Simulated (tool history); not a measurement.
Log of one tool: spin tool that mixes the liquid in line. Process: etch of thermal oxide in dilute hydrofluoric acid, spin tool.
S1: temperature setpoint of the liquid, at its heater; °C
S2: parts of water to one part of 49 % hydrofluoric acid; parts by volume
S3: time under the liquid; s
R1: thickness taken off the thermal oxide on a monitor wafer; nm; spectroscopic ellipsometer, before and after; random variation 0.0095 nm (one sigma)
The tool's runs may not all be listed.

| run | hour | S1 | S2 | S3 | R1 |
|---|---|---|---|---|---|
| 1 | 0 | 22 | 290 | 80 | 0.89949 |
| 2 | 6 | 21 | 295 | 80 | 0.8372 |
| 3 | 8.4 | 20.5 | 295 | 80 | 0.82421 |
| 4 | 16.9 | 20 | 295 | 80 | 0.82613 |
|  | 24 | hydrofluoric acid flow meter replaced |
| 5 | 24 | 19.5 | 300 | 80 | 0.88505 |
| 6 | 29 | 19.5 | 230 | 80 | 1.2551 |

Forecast run 7:
| 7 | 35.9 | 17 | 340 | 80 | ? |

Run 7 gave R1 0.67854 nm.

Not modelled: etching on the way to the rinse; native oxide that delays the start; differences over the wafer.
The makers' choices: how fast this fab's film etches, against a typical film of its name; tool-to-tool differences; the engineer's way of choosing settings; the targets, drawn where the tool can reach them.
